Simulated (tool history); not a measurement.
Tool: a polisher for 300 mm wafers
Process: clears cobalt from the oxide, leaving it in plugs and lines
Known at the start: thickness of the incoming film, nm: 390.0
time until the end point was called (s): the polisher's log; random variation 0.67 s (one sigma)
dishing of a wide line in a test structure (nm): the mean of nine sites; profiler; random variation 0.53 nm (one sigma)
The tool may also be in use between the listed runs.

run,day,flow of slurry (ml/min),pressure of the wafer on the pad (kPa),speed of the pad under the wafer (cm/s),overpolish time after the end point (s),time until the end point was called (s),dishing of a wide line in a test structure (nm)
1,0,290,10.3,128,13,79.892,30.695
2,0.329,320,10.3,128,13,81.024,29.426
3,0.362,320,12.4,128,13,68.165,32.392
4,0.633,285,12.4,128,13,67.939,31.769
5,0.958,285,13.1,130,13,62.336,32.319
6,1.15,240,13.1,130,13,65.064,32.235

Run 7 comes next. What will it give?
7,1.279,245,13.8,132,13,?,?

{"run 7": {"time until the end point was called (s)": 59.788, "dishing of a wide line in a test structure (nm)": 32.939}}
